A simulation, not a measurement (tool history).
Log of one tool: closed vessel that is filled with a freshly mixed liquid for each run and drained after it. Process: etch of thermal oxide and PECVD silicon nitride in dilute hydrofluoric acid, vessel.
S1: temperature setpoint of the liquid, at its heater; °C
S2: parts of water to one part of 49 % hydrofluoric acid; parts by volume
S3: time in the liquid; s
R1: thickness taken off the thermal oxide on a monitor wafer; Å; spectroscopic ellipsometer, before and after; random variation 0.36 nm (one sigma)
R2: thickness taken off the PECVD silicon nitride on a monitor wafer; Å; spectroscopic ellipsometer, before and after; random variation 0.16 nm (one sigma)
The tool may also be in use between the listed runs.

run,hour,S1,S2,S3,R1,R2
1,0,24,105,1010,456.32,186.57
2,3,21.5,105,1010,416.81,160.2
3,11.3,21.5,105,1265,518.52,200.77
4,15.1,21.5,105,1425,584.19,222.13
# hour 23.5: thermometer replaced
5,23.5,21.5,140,1425,389.47,147.88
6,31,23.5,140,1425,421.53,169.43
7,36.2,24,140,1425,432.21,174.03
8,43.6,24.5,140,1425,434.69,180.09
9,51,25,140,1425,445.22,186.14
10,56.2,25.5,140,1425,456.17,192.13
11,61.9,26,140,1425,460.52,196.54
12,68.5,26.5,140,1425,470.68,203.12

Forecast run 13:
13,77.1,27,140,1425,?,?

{"run 13": {"R1": 471.49, "R2": 208.46}}

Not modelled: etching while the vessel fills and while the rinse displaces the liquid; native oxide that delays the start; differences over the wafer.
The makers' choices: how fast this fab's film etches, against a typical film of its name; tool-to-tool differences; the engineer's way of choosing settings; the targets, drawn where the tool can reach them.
